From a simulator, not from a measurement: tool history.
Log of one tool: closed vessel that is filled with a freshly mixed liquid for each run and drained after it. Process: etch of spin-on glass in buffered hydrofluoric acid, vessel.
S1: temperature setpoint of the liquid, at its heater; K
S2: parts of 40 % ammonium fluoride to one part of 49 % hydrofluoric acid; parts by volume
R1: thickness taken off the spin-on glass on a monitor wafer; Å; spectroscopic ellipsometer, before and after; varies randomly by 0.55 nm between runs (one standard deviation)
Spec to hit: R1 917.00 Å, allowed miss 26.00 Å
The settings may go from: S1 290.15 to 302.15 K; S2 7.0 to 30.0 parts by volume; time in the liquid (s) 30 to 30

Run 1, hour 0.0: S1 294.15 K, S2 19.0 parts by volume, time in the liquid (s) 30. Result: R1 433.13 Å.
Run 2, hour 7.9: S1 294.15 K, S2 23.5 parts by volume, time in the liquid (s) 30. Result: R1 365.52 Å.
Run 3, hour 10.3: S1 296.65 K, S2 20.0 parts by volume, time in the liquid (s) 30. Result: R1 470.78 Å.
Run 4, hour 15.2: S1 298.15 K, S2 17.0 parts by volume, time in the liquid (s) 30. Result: R1 601.70 Å.
Run 5, hour 20.8: S1 294.65 K, S2 17.0 parts by volume, time in the liquid (s) 30. Result: R1 488.91 Å.
Run 6, hour 27.6: S1 291.15 K, S2 17.0 parts by volume, time in the liquid (s) 30. Result: R1 407.69 Å.
Run 7, hour 28.4: S1 295.15 K, S2 11.0 parts by volume, time in the liquid (s) 30. Result: R1 780.05 Å.
Run 8, hour 36.5: S1 296.15 K, S2 11.0 parts by volume, time in the liquid (s) 30. Result: R1 821.73 Å.
Run 9, hour 42.7: S1 296.65 K, S2 11.0 parts by volume, time in the liquid (s) 30. Result: R1 845.35 Å.

Exercise: of the 4 proposed moves below, exactly one satisfies all targets within the stated allowed misses. Which move is it?
Run A, hour 48.9: S1 297.15 K, S2 11.5 parts by volume, time in the liquid (s) 30. Result: R1 ?.
Run B, hour 48.9: S1 295.65 K, S2 11.0 parts by volume, time in the liquid (s) 30. Result: R1 ?.
Run C, hour 48.9: S1 292.15 K, S2 8.5 parts by volume, time in the liquid (s) 30. Result: R1 ?.
Run D, hour 48.9: S1 294.15 K, S2 8.5 parts by volume, time in the liquid (s) 30. Result: R1 ?.

move      R1
   A  830.98
   B  799.31
   C  820.63
   D  917.81
A: misses by more than the last run did
B: misses by more than the last run did
C: misses by more than the last run did
D: all results in spec
The right move is D.
